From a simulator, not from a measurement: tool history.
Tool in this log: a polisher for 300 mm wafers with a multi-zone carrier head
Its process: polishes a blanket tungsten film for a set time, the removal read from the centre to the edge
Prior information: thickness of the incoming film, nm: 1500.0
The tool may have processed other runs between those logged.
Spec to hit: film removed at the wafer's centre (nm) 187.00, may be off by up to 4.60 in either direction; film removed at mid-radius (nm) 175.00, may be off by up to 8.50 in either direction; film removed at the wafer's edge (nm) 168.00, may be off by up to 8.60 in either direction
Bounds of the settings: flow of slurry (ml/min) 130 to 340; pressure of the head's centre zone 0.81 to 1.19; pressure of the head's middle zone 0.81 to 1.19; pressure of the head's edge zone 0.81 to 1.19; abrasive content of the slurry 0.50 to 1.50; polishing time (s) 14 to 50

| run | hour | flow of slurry (ml/min) | pressure of the head's centre zone | pressure of the head's middle zone | pressure of the head's edge zone | abrasive content of the slurry | polishing time (s) | film removed at the wafer's centre (nm) | film removed at mid-radius (nm) | film removed at the wafer's edge (nm) |
|---|---|---|---|---|---|---|---|---|---|---|
| 1 | 0.0 | 220 | 1.00 | 1.00 | 1.00 | 1.00 | 32 | 141.26 | 141.97 | 136.91 |
| 2 | 8.5 | 225 | 1.02 | 1.02 | 1.03 | 1.05 | 32 | 141.90 | 143.06 | 139.72 |
| 3 | 12.4 | 225 | 1.02 | 1.02 | 1.03 | 1.05 | 24 | 107.22 | 107.93 | 107.53 |
| 4 | 21.1 | 225 | 1.02 | 1.02 | 0.99 | 1.05 | 24 | 107.48 | 104.86 | 104.01 |
| 5 | 29.5 | 225 | 1.02 | 1.02 | 1.04 | 1.05 | 24 | 108.05 | 104.30 | 106.67 |
| 6 | 30.6 | 230 | 1.05 | 1.03 | 1.04 | 1.15 | 26 | 121.08 | 118.90 | 117.55 |
| 7 | 32.5 | 235 | 1.07 | 1.03 | 1.05 | 1.20 | 27 | 131.03 | 127.01 | 122.83 |
| 8 | 36.3 | 240 | 1.08 | 1.03 | 1.07 | 1.25 | 28 | 138.31 | 132.40 | 130.03 |
| 9 | 40.6 | 245 | 1.10 | 1.04 | 1.09 | 1.30 | 29 | 147.28 | 142.43 | 139.62 |
| 10 | 47.9 | 255 | 1.12 | 1.04 | 1.10 | 1.35 | 29 | 151.57 | 137.81 | 140.98 |
| 11 | 49.4 | 255 | 1.13 | 1.06 | 1.11 | 1.40 | 30 | 157.38 | 151.10 | 149.44 |

4 next moves are on the table. One of them brings every result within its allowed miss. Which?
| A | 50.9 | 265 | 1.16 | 1.09 | 1.11 | 1.45 | 34 | ? | ? | ? |
| B | 50.9 | 260 | 1.15 | 0.99 | 1.11 | 1.15 | 26 | ? | ? | ? |
| C | 50.9 | 280 | 1.06 | 1.07 | 1.19 | 1.50 | 27 | ? | ? | ? |
| D | 50.9 | 285 | 0.92 | 0.81 | 1.19 | 1.45 | 31 | ? | ? | ? |

| move | film removed at the wafer's centre (nm) | film removed at mid-radius (nm) | film removed at the wafer's edge (nm) |
|---|---|---|---|
| A | 184.05 | 176.59 | 165.80 |
| B | 132.73 | 118.39 | 120.77 |
| C | 137.47 | 139.91 | 138.13 |
| D | 139.67 | 126.95 | 158.20 |
A: each result inside its tolerance
B: moves away from the targets compared with the last run
C: moves away from the targets compared with the last run
D: moves away from the targets compared with the last run
Answer: A
